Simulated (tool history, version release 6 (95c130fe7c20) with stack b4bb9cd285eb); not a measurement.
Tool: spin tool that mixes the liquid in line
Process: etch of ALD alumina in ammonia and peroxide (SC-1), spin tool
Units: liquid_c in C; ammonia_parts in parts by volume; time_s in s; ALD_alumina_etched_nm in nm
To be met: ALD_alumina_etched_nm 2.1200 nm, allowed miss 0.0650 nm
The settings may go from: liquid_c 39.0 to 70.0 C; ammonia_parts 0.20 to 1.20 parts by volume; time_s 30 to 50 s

run 1 hour=0.0 | liquid_c=55.0 ammonia_parts=0.75 time_s=50 | ALD_alumina_etched_nm=4.3170
run 2 hour=0.9 | liquid_c=61.5 ammonia_parts=0.75 time_s=50 | ALD_alumina_etched_nm=6.1475
run 3 hour=8.6 | liquid_c=61.5 ammonia_parts=0.75 time_s=50 | ALD_alumina_etched_nm=6.0393
run 4 hour=12.9 | liquid_c=61.5 ammonia_parts=0.85 time_s=50 | ALD_alumina_etched_nm=6.1560
run 5 hour=20.1 | liquid_c=54.5 ammonia_parts=0.85 time_s=50 | ALD_alumina_etched_nm=4.2847
run 6 hour=26.3 | liquid_c=50.0 ammonia_parts=0.85 time_s=50 | ALD_alumina_etched_nm=3.4110
run 7 hour=30.5 | liquid_c=47.0 ammonia_parts=0.85 time_s=50 | ALD_alumina_etched_nm=2.8534
-- hour=33.1 thermometer replaced
run 8 hour=33.1 | liquid_c=45.0 ammonia_parts=0.85 time_s=50 | ALD_alumina_etched_nm=2.2409
run 9 hour=34.6 | liquid_c=45.0 ammonia_parts=0.85 time_s=50 | ALD_alumina_etched_nm=2.2225

Which of these 4 next moves meets every target?
run A hour=36.1 | liquid_c=45.0 ammonia_parts=0.90 time_s=50 | ALD_alumina_etched_nm=?
run B hour=36.1 | liquid_c=45.5 ammonia_parts=0.75 time_s=50 | ALD_alumina_etched_nm=?
run C hour=36.1 | liquid_c=44.0 ammonia_parts=0.90 time_s=50 | ALD_alumina_etched_nm=?
run D hour=36.1 | liquid_c=45.5 ammonia_parts=0.80 time_s=50 | ALD_alumina_etched_nm=?

move=A ALD_alumina_etched_nm=2.2233
move=B ALD_alumina_etched_nm=2.2480
move=C ALD_alumina_etched_nm=2.0999
move=D ALD_alumina_etched_nm=2.2619
A: as far off as the last run
B: further off than the last run
C: meets every target
D: further off than the last run
Answer: C
